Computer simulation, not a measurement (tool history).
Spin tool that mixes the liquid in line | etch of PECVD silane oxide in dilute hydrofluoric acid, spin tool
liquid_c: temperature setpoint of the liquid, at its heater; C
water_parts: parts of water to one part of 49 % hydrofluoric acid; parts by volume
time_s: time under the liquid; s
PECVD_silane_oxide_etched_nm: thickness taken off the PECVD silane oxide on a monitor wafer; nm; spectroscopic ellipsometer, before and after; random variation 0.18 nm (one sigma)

Run 1, hour 0.0: liquid_c 21.0 C, water_parts 285 parts by volume, time_s 265 s. Result: PECVD_silane_oxide_etched_nm 15.469 nm.
Run 2, hour 5.4: liquid_c 24.0 C, water_parts 285 parts by volume, time_s 265 s. Result: PECVD_silane_oxide_etched_nm 16.997 nm.
Run 3, hour 8.3: liquid_c 20.5 C, water_parts 285 parts by volume, time_s 265 s. Result: PECVD_silane_oxide_etched_nm 15.195 nm.
Run 4, hour 15.4: liquid_c 20.5 C, water_parts 355 parts by volume, time_s 265 s. Result: PECVD_silane_oxide_etched_nm 11.272 nm.
Run 5, hour 18.2: liquid_c 20.5 C, water_parts 280 parts by volume, time_s 265 s. Result: PECVD_silane_oxide_etched_nm 15.332 nm.
At hour 26.3: thermometer replaced.
Run 6, hour 26.3: liquid_c 23.0 C, water_parts 270 parts by volume, time_s 265 s. Result: PECVD_silane_oxide_etched_nm 16.148 nm.
Run 7, hour 31.5: liquid_c 24.0 C, water_parts 240 parts by volume, time_s 265 s. Result: PECVD_silane_oxide_etched_nm 19.670 nm.

Run 8 comes next. What will it give?
Run 8, hour 38.3: liquid_c 25.5 C, water_parts 235 parts by volume, time_s 265 s. Result: PECVD_silane_oxide_etched_nm ?.

Run 8 gave PECVD_silane_oxide_etched_nm 21.372 nm.

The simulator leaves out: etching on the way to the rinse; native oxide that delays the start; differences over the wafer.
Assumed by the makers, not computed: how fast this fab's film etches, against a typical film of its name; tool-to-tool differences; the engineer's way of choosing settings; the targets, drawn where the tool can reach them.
